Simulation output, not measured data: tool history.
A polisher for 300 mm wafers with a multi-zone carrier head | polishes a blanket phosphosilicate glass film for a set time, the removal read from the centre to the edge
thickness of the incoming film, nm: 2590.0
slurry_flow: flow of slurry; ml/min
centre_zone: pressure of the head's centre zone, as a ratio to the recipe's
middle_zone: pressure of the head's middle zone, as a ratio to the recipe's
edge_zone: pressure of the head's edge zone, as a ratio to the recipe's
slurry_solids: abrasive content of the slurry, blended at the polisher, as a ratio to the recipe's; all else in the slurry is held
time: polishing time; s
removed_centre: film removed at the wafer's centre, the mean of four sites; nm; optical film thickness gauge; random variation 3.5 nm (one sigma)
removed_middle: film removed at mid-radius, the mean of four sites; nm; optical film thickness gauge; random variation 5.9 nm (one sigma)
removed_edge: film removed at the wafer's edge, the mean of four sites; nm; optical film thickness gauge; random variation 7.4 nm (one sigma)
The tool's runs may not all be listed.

{"run": 1, "day": 0.0, "slurry_flow": 125, "centre_zone": 1, "middle_zone": 1, "edge_zone": 1, "slurry_solids": 1, "time": 58, "removed_centre": 458.68, "removed_middle": 466.27, "removed_edge": 458.66}
{"run": 2, "day": 0.354, "slurry_flow": 125, "centre_zone": 1, "middle_zone": 1.03, "edge_zone": 1, "slurry_solids": 1, "time": 58, "removed_centre": 457.24, "removed_middle": 467.42, "removed_edge": 455.07}
{"run": 3, "day": 0.692, "slurry_flow": 125, "centre_zone": 1, "middle_zone": 1.07, "edge_zone": 1, "slurry_solids": 1, "time": 58, "removed_centre": 459.89, "removed_middle": 489.13, "removed_edge": 455.61}
{"run": 4, "day": 0.717, "slurry_flow": 125, "centre_zone": 1, "middle_zone": 1.07, "edge_zone": 1, "slurry_solids": 1, "time": 72, "removed_centre": 574.06, "removed_middle": 603.63, "removed_edge": 558.17}
{"run": 5, "day": 0.792, "slurry_flow": 120, "centre_zone": 0.99, "middle_zone": 1.06, "edge_zone": 1.02, "slurry_solids": 1, "time": 72, "removed_centre": 558.99, "removed_middle": 578.99, "removed_edge": 565.47}
{"run": 6, "day": 1.008, "slurry_flow": 120, "centre_zone": 0.99, "middle_zone": 1.11, "edge_zone": 1.02, "slurry_solids": 1, "time": 72, "removed_centre": 554.86, "removed_middle": 622.23, "removed_edge": 559.39}

The next listed run, before its measurement:
{"run": 7, "day": 1.304, "slurry_flow": 115, "centre_zone": 0.99, "middle_zone": 1.1, "edge_zone": 1.03, "slurry_solids": 1, "time": 72, "removed_centre": "?", "removed_middle": "?", "removed_edge": "?"}

removed_centre: 554.09 nm
removed_middle: 612.24 nm
removed_edge: 569.94 nm

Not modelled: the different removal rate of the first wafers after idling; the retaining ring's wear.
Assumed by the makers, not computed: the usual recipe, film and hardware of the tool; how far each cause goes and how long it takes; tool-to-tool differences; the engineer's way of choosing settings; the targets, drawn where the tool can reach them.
